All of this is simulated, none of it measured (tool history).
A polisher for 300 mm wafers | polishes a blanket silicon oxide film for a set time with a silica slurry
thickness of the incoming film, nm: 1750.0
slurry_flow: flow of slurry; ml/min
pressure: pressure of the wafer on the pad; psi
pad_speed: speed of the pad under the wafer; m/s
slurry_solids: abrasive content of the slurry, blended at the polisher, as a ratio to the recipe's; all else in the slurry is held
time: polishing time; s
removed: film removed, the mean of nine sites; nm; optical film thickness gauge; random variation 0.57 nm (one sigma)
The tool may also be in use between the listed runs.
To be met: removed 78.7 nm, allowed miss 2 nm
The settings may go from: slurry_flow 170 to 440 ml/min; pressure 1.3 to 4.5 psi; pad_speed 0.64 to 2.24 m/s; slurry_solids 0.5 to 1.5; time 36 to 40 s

run,hour,slurry_flow,pressure,pad_speed,slurry_solids,time,removed
1,0,280,2.9,1.44,1,40,132.89
2,5,280,2.9,1.64,1,40,148.94
3,10.3,280,2.4,1.64,1,40,122.31
4,13.2,280,2.4,1.64,1,36,112.2
5,22.2,280,2.4,1.34,1,36,95.713
6,22.8,280,2.3,1.34,1,36,91.267
7,31.6,280,2.3,1.34,1,36,89.713
8,36.2,275,2.1,1.34,1,36,82.159
9,37.3,270,2.1,1.34,1,36,82.226

Which of these 5 next moves meets every target?
A,38.4,295,1.6,1.88,0.7,36,?
B,38.4,330,2,0.98,1.15,40,?
C,38.4,290,1.7,1.38,1.05,37,?
D,38.4,275,2.1,1.1,1.1,36,?
E,38.4,315,1.6,1.32,1.35,40,?

move,removed
A,73.496
B,73.916
C,73.683
D,74.167
E,80.102
A: takes the result that was furthest off past its target
B: takes the result that was furthest off past its target
C: takes the result that was furthest off past its target
D: takes the result that was furthest off past its target
E: meets every target
Move E is the one to make.

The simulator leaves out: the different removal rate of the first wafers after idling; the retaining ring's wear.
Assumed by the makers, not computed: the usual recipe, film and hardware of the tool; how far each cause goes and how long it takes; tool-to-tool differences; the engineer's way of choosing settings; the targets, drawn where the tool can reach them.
